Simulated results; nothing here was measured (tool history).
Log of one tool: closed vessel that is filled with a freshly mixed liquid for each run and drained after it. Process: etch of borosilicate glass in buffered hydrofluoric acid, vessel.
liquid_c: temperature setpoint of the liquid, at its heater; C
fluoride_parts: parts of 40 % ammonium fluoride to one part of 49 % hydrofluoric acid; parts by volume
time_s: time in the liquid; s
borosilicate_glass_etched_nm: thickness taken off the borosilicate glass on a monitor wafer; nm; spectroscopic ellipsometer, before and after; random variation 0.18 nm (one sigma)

run    day  liquid_c  fluoride_parts  time_s  borosilicate_glass_etched_nm
  1  0.000      20.0              12      35                        29.998
  2  0.142      20.0              12      30                        25.952
  3  0.258      21.0              12      30                        27.388
  4  0.479      18.5              12      30                        23.570
  5  0.579      18.5              10      30                        28.289
  6  0.700      19.0              10      30                        29.432

The next listed run, before its measurement:
  7  0.921      19.5              10      30                             ?

borosilicate_glass_etched_nm: 30.365 nm

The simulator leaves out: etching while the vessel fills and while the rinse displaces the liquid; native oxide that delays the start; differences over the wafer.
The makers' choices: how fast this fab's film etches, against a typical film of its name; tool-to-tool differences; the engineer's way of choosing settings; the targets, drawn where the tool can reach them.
